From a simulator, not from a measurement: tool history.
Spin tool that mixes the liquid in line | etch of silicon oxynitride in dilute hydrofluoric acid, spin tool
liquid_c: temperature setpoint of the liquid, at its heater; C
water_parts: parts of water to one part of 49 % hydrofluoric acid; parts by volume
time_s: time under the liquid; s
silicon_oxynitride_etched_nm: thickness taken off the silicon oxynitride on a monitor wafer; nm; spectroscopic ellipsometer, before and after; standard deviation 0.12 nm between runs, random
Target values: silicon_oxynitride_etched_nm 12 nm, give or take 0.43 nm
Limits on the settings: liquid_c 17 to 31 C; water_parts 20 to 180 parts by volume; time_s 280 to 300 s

run 1 hour=0 | liquid_c=23 water_parts=100 time_s=280 | silicon_oxynitride_etched_nm=5.0367
run 2 hour=6.6 | liquid_c=24 water_parts=90 time_s=280 | silicon_oxynitride_etched_nm=5.8781
run 3 hour=10.1 | liquid_c=25 water_parts=85 time_s=280 | silicon_oxynitride_etched_nm=6.6318
run 4 hour=16.2 | liquid_c=25 water_parts=85 time_s=300 | silicon_oxynitride_etched_nm=7.1587
run 5 hour=23.6 | liquid_c=25 water_parts=85 time_s=280 | silicon_oxynitride_etched_nm=6.6419
run 6 hour=24.9 | liquid_c=26 water_parts=80 time_s=280 | silicon_oxynitride_etched_nm=7.5527
run 7 hour=30.8 | liquid_c=27 water_parts=80 time_s=280 | silicon_oxynitride_etched_nm=7.6683
run 8 hour=39.2 | liquid_c=31 water_parts=45 time_s=280 | silicon_oxynitride_etched_nm=17.419
run 9 hour=46.4 | liquid_c=27 water_parts=45 time_s=280 | silicon_oxynitride_etched_nm=14.147
run 10 hour=51.4 | liquid_c=27 water_parts=45 time_s=280 | silicon_oxynitride_etched_nm=14.296
run 11 hour=57 | liquid_c=26.5 water_parts=45 time_s=280 | silicon_oxynitride_etched_nm=14.115
run 12 hour=59.1 | liquid_c=26 water_parts=45 time_s=280 | silicon_oxynitride_etched_nm=13.552
run 13 hour=65 | liquid_c=25.5 water_parts=45 time_s=280 | silicon_oxynitride_etched_nm=13.276
run 14 hour=73.9 | liquid_c=25 water_parts=45 time_s=280 | silicon_oxynitride_etched_nm=12.908

Exercise: of the 5 proposed moves below, exactly one satisfies all targets within the stated allowed misses. Which move is it?
run A hour=82.8 | liquid_c=25.5 water_parts=45 time_s=280 | silicon_oxynitride_etched_nm=?
run B hour=82.8 | liquid_c=29.5 water_parts=55 time_s=285 | silicon_oxynitride_etched_nm=?
run C hour=82.8 | liquid_c=26.5 water_parts=50 time_s=300 | silicon_oxynitride_etched_nm=?
run D hour=82.8 | liquid_c=23.5 water_parts=45 time_s=285 | silicon_oxynitride_etched_nm=?
run E hour=82.8 | liquid_c=24.5 water_parts=45 time_s=300 | silicon_oxynitride_etched_nm=?

move=A silicon_oxynitride_etched_nm=13.206
move=B silicon_oxynitride_etched_nm=13.174
move=C silicon_oxynitride_etched_nm=13.304
move=D silicon_oxynitride_etched_nm=12.192
move=E silicon_oxynitride_etched_nm=13.478
A: moves away from the targets compared with the last run
B: moves away from the targets compared with the last run
C: moves away from the targets compared with the last run
D: all results in spec
E: moves away from the targets compared with the last run
D is the move that brings every result within its allowed miss.
